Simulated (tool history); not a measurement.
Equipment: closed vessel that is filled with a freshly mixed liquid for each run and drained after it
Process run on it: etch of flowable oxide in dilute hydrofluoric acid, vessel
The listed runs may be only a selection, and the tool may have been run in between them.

run,hour,temperature setpoint of the liquid (°C),parts of water to one part of 49 % hydrofluoric acid (parts by volume),time in the liquid (s),thickness taken off the flowable oxide on a monitor wafer (Å)
1,0.0,25.0,60,95,987.80
2,6.7,25.0,60,100,1032.70
3,8.3,23.5,65,100,911.70
4,10.0,22.0,70,100,780.24
5,10.9,22.0,70,95,723.06
6,16.3,25.0,70,95,831.76
7,23.9,25.0,70,95,824.64
8,27.7,21.0,90,95,538.93
9,35.5,20.0,90,95,510.83

What does the tool deliver on the next run?
10,40.1,19.5,90,95,?

{"run 10": {"thickness taken off the flowable oxide on a monitor wafer (Å)": 498.71}}
